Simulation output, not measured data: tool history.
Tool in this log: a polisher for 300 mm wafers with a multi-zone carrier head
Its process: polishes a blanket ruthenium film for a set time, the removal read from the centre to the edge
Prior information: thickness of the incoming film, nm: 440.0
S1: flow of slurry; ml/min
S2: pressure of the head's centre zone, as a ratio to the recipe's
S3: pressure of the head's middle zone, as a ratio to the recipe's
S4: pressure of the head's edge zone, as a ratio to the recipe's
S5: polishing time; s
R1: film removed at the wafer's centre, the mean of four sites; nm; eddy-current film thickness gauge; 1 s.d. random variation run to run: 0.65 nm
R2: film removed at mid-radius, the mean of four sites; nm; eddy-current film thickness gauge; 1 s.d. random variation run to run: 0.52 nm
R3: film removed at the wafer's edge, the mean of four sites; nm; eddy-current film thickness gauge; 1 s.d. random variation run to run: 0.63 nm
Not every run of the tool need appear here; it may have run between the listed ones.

run,hour,S1,S2,S3,S4,S5,R1,R2,R3
1,0,190,1,1,1,64,63.95,63.506,62.138
2,4.6,190,0.96,1,1,64,61.484,63.986,62.245
3,12.6,210,1.02,1.03,1.02,65,68.663,66.22,64.881
4,15.7,240,1.02,1.03,1.02,65,68.382,68.723,64.454
5,18.2,240,1.02,1.03,1.02,53,56.241,55.969,53.235
6,22,240,1.02,1.03,1.08,53,56.681,56.33,55.437
7,29.8,240,1.02,1.03,1.08,53,55.977,55.68,55.156
8,31.8,245,1.06,1.06,1.09,57,61.85,61.513,59.807

Run 9, settings as shown, results not yet in. Your forecast:
9,33.8,255,1.1,1.06,1.07,60,?,?,?

{"run 9": {"R1": 68.393, "R2": 64.84, "R3": 61.889}}
